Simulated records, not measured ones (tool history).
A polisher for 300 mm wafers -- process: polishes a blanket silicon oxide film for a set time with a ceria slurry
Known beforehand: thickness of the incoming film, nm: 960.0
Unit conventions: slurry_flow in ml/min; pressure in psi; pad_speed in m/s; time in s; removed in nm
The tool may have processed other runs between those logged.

Run 1, hour 0: slurry_flow 240 ml/min, pressure 4.1 psi, pad_speed 1.18 m/s, time 32 s. Result: removed 189.79 nm.
Run 2, hour 2.3: slurry_flow 200 ml/min, pressure 4.1 psi, pad_speed 1.18 m/s, time 32 s. Result: removed 187.55 nm.
Run 3, hour 6.4: slurry_flow 200 ml/min, pressure 4.1 psi, pad_speed 1.18 m/s, time 29 s. Result: removed 170.05 nm.
Run 4, hour 7.7: slurry_flow 200 ml/min, pressure 4.1 psi, pad_speed 1.32 m/s, time 29 s. Result: removed 186.46 nm.
Run 5, hour 14: slurry_flow 200 ml/min, pressure 4.9 psi, pad_speed 1.32 m/s, time 29 s. Result: removed 215.18 nm.
Run 6, hour 19.8: slurry_flow 200 ml/min, pressure 4.9 psi, pad_speed 1.54 m/s, time 29 s. Result: removed 250.63 nm.
Run 7, hour 26.9: slurry_flow 200 ml/min, pressure 4.3 psi, pad_speed 1.52 m/s, time 29 s. Result: removed 218.55 nm.
Run 8, hour 28.5: slurry_flow 200 ml/min, pressure 3.9 psi, pad_speed 1.5 m/s, time 29 s. Result: removed 194.79 nm.
Run 9, hour 34.1: slurry_flow 200 ml/min, pressure 3.6 psi, pad_speed 1.5 m/s, time 29 s. Result: removed 181.62 nm.
Run 10, hour 42.4: slurry_flow 200 ml/min, pressure 3.4 psi, pad_speed 1.5 m/s, time 29 s. Result: removed 176.08 nm.
Run 11, hour 43.5: slurry_flow 200 ml/min, pressure 3.3 psi, pad_speed 1.5 m/s, time 29 s. Result: removed 173.78 nm.

Estimate the outcome of run 12 from the log above:
Run 12, hour 49: slurry_flow 200 ml/min, pressure 3.2 psi, pad_speed 1.5 m/s, time 29 s. Result: removed ?.

removed: 166.49 nm
